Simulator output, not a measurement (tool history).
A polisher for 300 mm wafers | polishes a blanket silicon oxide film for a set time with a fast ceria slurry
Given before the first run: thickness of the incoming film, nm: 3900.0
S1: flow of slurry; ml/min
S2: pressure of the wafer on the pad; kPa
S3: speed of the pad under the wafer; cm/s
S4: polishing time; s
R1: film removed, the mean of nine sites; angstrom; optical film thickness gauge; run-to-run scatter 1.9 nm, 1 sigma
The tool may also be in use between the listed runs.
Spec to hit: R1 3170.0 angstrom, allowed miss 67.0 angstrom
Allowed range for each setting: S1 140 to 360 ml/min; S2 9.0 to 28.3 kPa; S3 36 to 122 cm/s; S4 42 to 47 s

{"run": 1, "hour": 0.0, "S1": 230, "S2": 18.6, "S3": 78, "S4": 47, "R1": 5020.5}
{"run": 2, "hour": 6.1, "S1": 265, "S2": 18.6, "S3": 78, "S4": 47, "R1": 5200.3}
{"run": 3, "hour": 10.6, "S1": 265, "S2": 21.4, "S3": 78, "S4": 47, "R1": 5945.4}
{"run": 4, "hour": 17.4, "S1": 250, "S2": 18.6, "S3": 78, "S4": 47, "R1": 5123.2}
{"run": 5, "hour": 23.5, "S1": 250, "S2": 18.6, "S3": 78, "S4": 47, "R1": 5116.0}
{"run": 6, "hour": 32.4, "S1": 250, "S2": 22.8, "S3": 78, "S4": 47, "R1": 6167.5}
{"hour": 37.3, "done": "slurry nozzle cleaned"}
{"run": 7, "hour": 37.3, "S1": 235, "S2": 20.0, "S3": 78, "S4": 47, "R1": 5796.3}
{"run": 8, "hour": 45.5, "S1": 260, "S2": 18.6, "S3": 78, "S4": 47, "R1": 5513.5}
{"run": 9, "hour": 50.5, "S1": 195, "S2": 13.8, "S3": 78, "S4": 47, "R1": 4026.3}
{"run": 10, "hour": 57.9, "S1": 190, "S2": 12.4, "S3": 78, "S4": 47, "R1": 3663.6}
{"run": 11, "hour": 62.0, "S1": 190, "S2": 11.7, "S3": 78, "S4": 47, "R1": 3526.5}
{"run": 12, "hour": 62.8, "S1": 190, "S2": 11.0, "S3": 78, "S4": 47, "R1": 3324.5}
{"run": 13, "hour": 70.0, "S1": 190, "S2": 11.0, "S3": 78, "S4": 47, "R1": 3306.1}
{"run": 14, "hour": 71.7, "S1": 170, "S2": 10.3, "S3": 78, "S4": 47, "R1": 3048.0}
{"run": 15, "hour": 77.3, "S1": 175, "S2": 10.3, "S3": 78, "S4": 47, "R1": 3080.1}

Which of these 5 next moves meets every target?
{"run": "A", "hour": 82.9, "S1": 165, "S2": 11.0, "S3": 78, "S4": 46, "R1": "?"}
{"run": "B", "hour": 82.9, "S1": 175, "S2": 11.0, "S3": 82, "S4": 45, "R1": "?"}
{"run": "C", "hour": 82.9, "S1": 150, "S2": 9.7, "S3": 100, "S4": 44, "R1": "?"}
{"run": "D", "hour": 82.9, "S1": 175, "S2": 11.7, "S3": 80, "S4": 45, "R1": "?"}
{"run": "E", "hour": 82.9, "S1": 175, "S2": 13.1, "S3": 72, "S4": 45, "R1": "?"}

move=A R1=3158.3
move=B R1=3278.0
move=C R1=3367.5
move=D R1=3373.3
move=E R1=3358.1
A: each result inside its tolerance
B: carries the result that was furthest off beyond its target, to the other side
C: carries the result that was furthest off beyond its target, to the other side
D: carries the result that was furthest off beyond its target, to the other side
E: carries the result that was furthest off beyond its target, to the other side
Go with A: it meets all targets.

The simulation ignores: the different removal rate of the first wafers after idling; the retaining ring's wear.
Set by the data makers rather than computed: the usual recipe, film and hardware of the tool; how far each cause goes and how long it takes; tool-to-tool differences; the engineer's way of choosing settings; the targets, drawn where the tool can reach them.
